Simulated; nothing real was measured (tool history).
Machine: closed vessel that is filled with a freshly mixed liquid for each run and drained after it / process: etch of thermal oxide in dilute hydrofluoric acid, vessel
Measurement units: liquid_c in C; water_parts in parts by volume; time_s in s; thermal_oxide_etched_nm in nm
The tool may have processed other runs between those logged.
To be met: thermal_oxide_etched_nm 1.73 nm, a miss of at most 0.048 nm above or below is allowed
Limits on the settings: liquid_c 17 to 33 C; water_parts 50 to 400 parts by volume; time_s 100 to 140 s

run  hour  liquid_c  water_parts  time_s  thermal_oxide_etched_nm
  1     0        25          225     140                   2.5573
  2   5.8        24          230     140                   2.3879
  3  11.9        23          230     140                   2.3097
  4  17.6        23          200     140                   2.7425
  5  19.9        26          200     140                   3.0945
  6  25.9        26          200     140                   3.0666
  7  34.5        22          260     140                   1.9242
  8  36.5      21.5          260     140                   1.8948
  9  41.7        21          260     140                   1.8618
 10  43.4      20.5          260     140                   1.8232

Which one of the following 5 next-run settings gets every result inside its allowed miss? There is exactly one.
  A  45.1        22          255     135                        ?
  B  45.1      21.5          260     140                        ?
  C  45.1      20.5          255     140                        ?
  D  45.1        21          265     140                        ?
  E  45.1        19          260     140                        ?

move  thermal_oxide_etched_nm
   A                   1.8957
   B                   1.8841
   C                   1.8602
   D                   1.8063
   E                   1.7167
A: moves away from the targets compared with the last run
B: moves away from the targets compared with the last run
C: moves away from the targets compared with the last run
D: gains on the last run, yet a result remains outside its allowed miss
E: each result inside its tolerance
So the answer is move E, the one that meets all the targets.
